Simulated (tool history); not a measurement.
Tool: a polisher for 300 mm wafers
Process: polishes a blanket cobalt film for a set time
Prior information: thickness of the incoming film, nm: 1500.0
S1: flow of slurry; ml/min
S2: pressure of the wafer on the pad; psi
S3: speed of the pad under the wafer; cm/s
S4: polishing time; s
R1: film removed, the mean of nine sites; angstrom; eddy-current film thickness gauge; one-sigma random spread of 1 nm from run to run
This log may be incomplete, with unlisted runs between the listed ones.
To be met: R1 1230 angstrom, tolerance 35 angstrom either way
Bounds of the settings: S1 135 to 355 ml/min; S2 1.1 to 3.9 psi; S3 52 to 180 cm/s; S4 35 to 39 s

Run 1, day 0: S1 225 ml/min, S2 2.5 psi, S3 116 cm/s, S4 39 s. Result: R1 2374.4 angstrom.
Run 2, day 0.1: S1 220 ml/min, S2 2.1 psi, S3 114 cm/s, S4 39 s. Result: R1 2025.8 angstrom.
Run 3, day 0.388: S1 220 ml/min, S2 1.8 psi, S3 110 cm/s, S4 39 s. Result: R1 1700.3 angstrom.
Run 4, day 0.558: S1 220 ml/min, S2 2.1 psi, S3 110 cm/s, S4 39 s. Result: R1 1942.5 angstrom.
Run 5, day 0.808: S1 220 ml/min, S2 1.8 psi, S3 108 cm/s, S4 39 s. Result: R1 1651.3 angstrom.
Run 6, day 0.904: S1 220 ml/min, S2 1.8 psi, S3 126 cm/s, S4 39 s. Result: R1 1918.6 angstrom.
Run 7, day 1.138: S1 220 ml/min, S2 1.6 psi, S3 122 cm/s, S4 39 s. Result: R1 1654.5 angstrom.
Run 8, day 1.375: S1 220 ml/min, S2 1.5 psi, S3 120 cm/s, S4 39 s. Result: R1 1560.4 angstrom.
Run 9, day 1.729: S1 220 ml/min, S2 1.4 psi, S3 118 cm/s, S4 39 s. Result: R1 1444.2 angstrom.
Run 10, day 2.079: S1 220 ml/min, S2 1.3 psi, S3 118 cm/s, S4 39 s. Result: R1 1380.2 angstrom.
Run 11, day 2.304: S1 220 ml/min, S2 1.2 psi, S3 118 cm/s, S4 39 s. Result: R1 1293.8 angstrom.
Run 12, day 2.625: S1 220 ml/min, S2 1.1 psi, S3 118 cm/s, S4 39 s. Result: R1 1177.9 angstrom.
Run 13, day 2.788: S1 220 ml/min, S2 1.2 psi, S3 118 cm/s, S4 39 s. Result: R1 1256.9 angstrom.
Run 14, day 2.942: S1 215 ml/min, S2 1.2 psi, S3 118 cm/s, S4 39 s. Result: R1 1276.5 angstrom.
Run 15, day 3.088: S1 210 ml/min, S2 1.2 psi, S3 118 cm/s, S4 39 s. Result: R1 1284.1 angstrom.
Run 16, day 3.258: S1 210 ml/min, S2 1.1 psi, S3 118 cm/s, S4 39 s. Result: R1 1172.6 angstrom.
Run 17, day 3.454: S1 215 ml/min, S2 1.1 psi, S3 118 cm/s, S4 39 s. Result: R1 1192.6 angstrom.
Run 18, day 3.629: S1 220 ml/min, S2 1.1 psi, S3 118 cm/s, S4 39 s. Result: R1 1200.3 angstrom.

4 candidate next runs follow, results not yet known. Just one meets every target within its allowed miss. Identify it.
Run A, day 3.804: S1 240 ml/min, S2 1.2 psi, S3 120 cm/s, S4 35 s. Result: R1 ?.
Run B, day 3.804: S1 220 ml/min, S2 1.1 psi, S3 118 cm/s, S4 38 s. Result: R1 ?.
Run C, day 3.804: S1 230 ml/min, S2 1.1 psi, S3 134 cm/s, S4 36 s. Result: R1 ?.
Run D, day 3.804: S1 180 ml/min, S2 1.4 psi, S3 94 cm/s, S4 39 s. Result: R1 ?.

move      R1
   A  1187.8
   B  1171.8
   C  1250.7
   D  1173.6
A: moves away from the targets compared with the last run
B: moves away from the targets compared with the last run
C: every result within its allowed miss
D: moves away from the targets compared with the last run
C meets every target.
